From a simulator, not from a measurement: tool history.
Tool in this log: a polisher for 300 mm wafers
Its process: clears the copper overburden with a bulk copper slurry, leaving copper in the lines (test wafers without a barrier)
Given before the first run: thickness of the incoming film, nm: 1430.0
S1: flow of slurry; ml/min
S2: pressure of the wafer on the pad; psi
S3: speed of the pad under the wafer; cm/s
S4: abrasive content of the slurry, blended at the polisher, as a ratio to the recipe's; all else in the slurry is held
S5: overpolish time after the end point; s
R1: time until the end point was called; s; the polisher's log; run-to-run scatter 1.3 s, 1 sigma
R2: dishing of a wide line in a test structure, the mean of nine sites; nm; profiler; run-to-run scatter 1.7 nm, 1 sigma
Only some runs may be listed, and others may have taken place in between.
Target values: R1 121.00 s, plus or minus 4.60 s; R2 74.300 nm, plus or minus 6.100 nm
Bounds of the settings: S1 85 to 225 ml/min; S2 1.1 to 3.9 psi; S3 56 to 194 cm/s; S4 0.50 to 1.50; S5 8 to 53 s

run,hour,S1,S2,S3,S4,S5,R1,R2
1,0.0,145,2.5,124,1.00,27,142.87,93.235
2,3.3,175,2.5,124,1.00,27,139.55,93.216
3,5.9,175,2.5,124,0.85,27,149.41,93.129
4,12.9,175,2.5,128,0.90,23,137.49,90.493
5,18.0,175,2.4,130,0.95,20,143.73,85.724
6,25.6,175,2.4,134,1.00,17,136.32,79.110
7,27.7,175,2.5,134,1.00,15,128.37,78.012
8,36.0,175,2.5,134,1.00,14,130.76,74.331
9,41.0,175,2.6,134,1.00,13,126.04,72.299

Consider the 5 candidate settings below. Which is the only one whose results all fall within their allowed miss of target?
A,46.0,185,3.0,118,1.00,13,?,?
B,46.0,185,2.3,146,0.95,15,?,?
C,46.0,190,2.4,138,0.90,14,?,?
D,46.0,170,2.6,122,0.95,11,?,?
E,46.0,170,2.8,112,1.20,15,?,?

move,R1,R2
A,123.27,75.699
B,131.68,74.956
C,135.17,72.233
D,140.68,62.651
E,133.10,77.366
A: each result inside its tolerance
B: moves away from the targets compared with the last run
C: moves away from the targets compared with the last run
D: moves away from the targets compared with the last run
E: moves away from the targets compared with the last run
Answer: A
